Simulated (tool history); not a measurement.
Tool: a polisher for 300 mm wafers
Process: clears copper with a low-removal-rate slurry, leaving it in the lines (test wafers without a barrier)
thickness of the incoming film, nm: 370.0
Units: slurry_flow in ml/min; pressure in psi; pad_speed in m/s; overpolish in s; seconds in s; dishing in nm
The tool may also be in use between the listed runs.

Run 1, hour 0: slurry_flow 185 ml/min, pressure 2.8 psi, pad_speed 1.1 m/s, slurry_solids 1, overpolish 16 s. Result: seconds 109.17 s, dishing 31.432 nm.
Run 2, hour 7.9: slurry_flow 185 ml/min, pressure 2.8 psi, pad_speed 1.1 m/s, slurry_solids 1, overpolish 15 s. Result: seconds 111.94 s, dishing 30.596 nm.
Run 3, hour 10.6: slurry_flow 185 ml/min, pressure 3.4 psi, pad_speed 1.1 m/s, slurry_solids 1, overpolish 15 s. Result: seconds 93.97 s, dishing 33.986 nm.
Run 4, hour 14: slurry_flow 185 ml/min, pressure 3.4 psi, pad_speed 1.34 m/s, slurry_solids 1, overpolish 15 s. Result: seconds 76.599 s, dishing 40.619 nm.
Run 5, hour 17.6: slurry_flow 185 ml/min, pressure 3.4 psi, pad_speed 1.34 m/s, slurry_solids 0.85, overpolish 15 s. Result: seconds 80.572 s, dishing 39.567 nm.
Run 6, hour 24.7: slurry_flow 185 ml/min, pressure 3.4 psi, pad_speed 1.34 m/s, slurry_solids 0.85, overpolish 9 s. Result: seconds 81.203 s, dishing 26.389 nm.
Run 7, hour 25.9: slurry_flow 185 ml/min, pressure 3.3 psi, pad_speed 1.34 m/s, slurry_solids 0.85, overpolish 9 s. Result: seconds 81.621 s, dishing 24.741 nm.
Run 8, hour 33.4: slurry_flow 185 ml/min, pressure 3.2 psi, pad_speed 1.34 m/s, slurry_solids 0.85, overpolish 9 s. Result: seconds 85.556 s, dishing 24.99 nm.

The next listed run, before its measurement:
Run 9, hour 38.1: slurry_flow 185 ml/min, pressure 3.1 psi, pad_speed 1.34 m/s, slurry_solids 0.85, overpolish 9 s. Result: seconds ?, dishing ?.

Run 9 gave seconds 85.997 s, dishing 24.633 nm.

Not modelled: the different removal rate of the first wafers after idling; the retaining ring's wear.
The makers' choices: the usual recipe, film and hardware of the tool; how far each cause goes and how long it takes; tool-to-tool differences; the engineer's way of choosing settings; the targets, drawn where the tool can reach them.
